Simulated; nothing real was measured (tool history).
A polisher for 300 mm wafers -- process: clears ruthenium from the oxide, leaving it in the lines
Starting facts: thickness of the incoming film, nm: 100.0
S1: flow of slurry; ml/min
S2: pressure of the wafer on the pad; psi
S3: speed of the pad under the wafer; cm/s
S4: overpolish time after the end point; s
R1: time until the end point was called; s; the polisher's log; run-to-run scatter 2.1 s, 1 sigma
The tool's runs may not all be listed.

run 1 hour=0 | S1=190 S2=2.1 S3=88 S4=45 | R1=105.05
run 2 hour=5.8 | S1=190 S2=2 S3=88 S4=45 | R1=108.29
run 3 hour=13.4 | S1=220 S2=2 S3=88 S4=45 | R1=109.83
run 4 hour=20.6 | S1=190 S2=2 S3=88 S4=45 | R1=110.75
run 5 hour=28.3 | S1=190 S2=1.9 S3=88 S4=45 | R1=113.98
run 6 hour=35.5 | S1=190 S2=2.2 S3=88 S4=45 | R1=99.722
run 7 hour=43.5 | S1=190 S2=1.6 S3=84 S4=45 | R1=139.27

For run 8, what comes out?
run 8 hour=52.5 | S1=190 S2=1.5 S3=84 S4=45 | R1=?

Logged for run 8: R1 147.33 s.

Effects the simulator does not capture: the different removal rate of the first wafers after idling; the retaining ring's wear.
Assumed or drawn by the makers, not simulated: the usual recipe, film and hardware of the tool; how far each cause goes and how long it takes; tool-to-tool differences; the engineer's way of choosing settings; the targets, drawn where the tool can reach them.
